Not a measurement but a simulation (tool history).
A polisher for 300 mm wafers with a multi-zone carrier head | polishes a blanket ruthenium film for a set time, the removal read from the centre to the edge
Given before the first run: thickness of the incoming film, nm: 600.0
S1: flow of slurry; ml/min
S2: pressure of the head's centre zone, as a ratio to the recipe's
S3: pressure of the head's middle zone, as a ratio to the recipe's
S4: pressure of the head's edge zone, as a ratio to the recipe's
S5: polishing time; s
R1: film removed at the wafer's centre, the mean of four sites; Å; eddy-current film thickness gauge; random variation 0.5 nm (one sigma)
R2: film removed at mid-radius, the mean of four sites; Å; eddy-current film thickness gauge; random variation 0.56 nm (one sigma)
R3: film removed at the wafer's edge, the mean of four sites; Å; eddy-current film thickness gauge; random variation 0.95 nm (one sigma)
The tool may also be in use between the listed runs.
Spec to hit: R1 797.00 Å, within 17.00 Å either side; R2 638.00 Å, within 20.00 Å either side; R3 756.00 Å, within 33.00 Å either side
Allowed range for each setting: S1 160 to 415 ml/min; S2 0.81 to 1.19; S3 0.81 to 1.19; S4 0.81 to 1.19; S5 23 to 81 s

{"run": 1, "hour": 0.0, "S1": 265, "S2": 1.0, "S3": 1.0, "S4": 1.0, "S5": 52, "R1": 957.1, "R2": 961.53, "R3": 983.45}
{"run": 2, "hour": 6.5, "S1": 255, "S2": 1.01, "S3": 0.96, "S4": 0.99, "S5": 49, "R1": 903.93, "R2": 872.71, "R3": 924.62}
{"run": 3, "hour": 8.7, "S1": 250, "S2": 1.02, "S3": 0.93, "S4": 0.98, "S5": 47, "R1": 883.41, "R2": 815.66, "R3": 884.0}
{"run": 4, "hour": 11.1, "S1": 240, "S2": 1.03, "S3": 0.9, "S4": 0.97, "S5": 46, "R1": 848.41, "R2": 775.73, "R3": 842.47}
{"run": 5, "hour": 13.4, "S1": 240, "S2": 0.99, "S3": 0.9, "S4": 0.97, "S5": 46, "R1": 814.1, "R2": 778.02, "R3": 844.89}
{"run": 6, "hour": 17.0, "S1": 235, "S2": 1.01, "S3": 0.88, "S4": 0.97, "S5": 45, "R1": 813.29, "R2": 738.26, "R3": 829.51}
{"run": 7, "hour": 24.7, "S1": 225, "S2": 1.02, "S3": 0.86, "S4": 0.96, "S5": 44, "R1": 804.44, "R2": 705.94, "R3": 800.51}
{"run": 8, "hour": 33.3, "S1": 215, "S2": 1.03, "S3": 0.85, "S4": 0.96, "S5": 44, "R1": 799.79, "R2": 692.73, "R3": 800.66}
{"run": 9, "hour": 36.8, "S1": 210, "S2": 1.04, "S3": 0.84, "S4": 0.95, "S5": 44, "R1": 812.68, "R2": 682.96, "R3": 814.66}
{"run": 10, "hour": 38.1, "S1": 215, "S2": 1.04, "S3": 0.83, "S4": 0.93, "S5": 43, "R1": 783.89, "R2": 669.58, "R3": 773.61}
{"run": 11, "hour": 40.8, "S1": 210, "S2": 1.05, "S3": 0.83, "S4": 0.93, "S5": 43, "R1": 794.56, "R2": 661.78, "R3": 779.01}
{"run": 12, "hour": 49.5, "S1": 210, "S2": 1.06, "S3": 0.83, "S4": 0.92, "S5": 43, "R1": 811.16, "R2": 666.9, "R3": 757.14}
{"run": 13, "hour": 50.0, "S1": 180, "S2": 1.07, "S3": 0.81, "S4": 0.95, "S5": 42, "R1": 774.08, "R2": 612.22, "R3": 760.66}
{"run": 14, "hour": 56.5, "S1": 185, "S2": 1.07, "S3": 0.81, "S4": 0.95, "S5": 42, "R1": 774.79, "R2": 616.88, "R3": 744.38}
{"run": 15, "hour": 62.5, "S1": 190, "S2": 1.07, "S3": 0.81, "S4": 0.95, "S5": 42, "R1": 782.01, "R2": 628.37, "R3": 747.69}

Consider the 5 candidate settings below. Which is the only one whose results all fall within their allowed miss of target?
{"run": "A", "hour": 68.5, "S1": 200, "S2": 1.03, "S3": 0.85, "S4": 0.93, "S5": 42, "R1": "?", "R2": "?", "R3": "?"}
{"run": "B", "hour": 68.5, "S1": 230, "S2": 1.15, "S3": 0.88, "S4": 1.02, "S5": 37, "R1": "?", "R2": "?", "R3": "?"}
{"run": "C", "hour": 68.5, "S1": 170, "S2": 1.05, "S3": 0.86, "S4": 0.99, "S5": 42, "R1": "?", "R2": "?", "R3": "?"}
{"run": "D", "hour": 68.5, "S1": 165, "S2": 1.1, "S3": 0.83, "S4": 0.95, "S5": 43, "R1": "?", "R2": "?", "R3": "?"}
{"run": "E", "hour": 68.5, "S1": 160, "S2": 1.06, "S3": 0.86, "S4": 0.88, "S5": 42, "R1": "?", "R2": "?", "R3": "?"}

move=A R1=759.43 R2=656.92 R3=758.29
move=B R1=766.14 R2=608.24 R3=709.34
move=C R1=748.17 R2=643.04 R3=763.52
move=D R1=796.83 R2=635.24 R3=763.27
move=E R1=744.22 R2=634.66 R3=715.78
A: misses by more than the last run did
B: misses by more than the last run did
C: misses by more than the last run did
D: every result lands within tolerance
E: misses by more than the last run did
D meets every target.
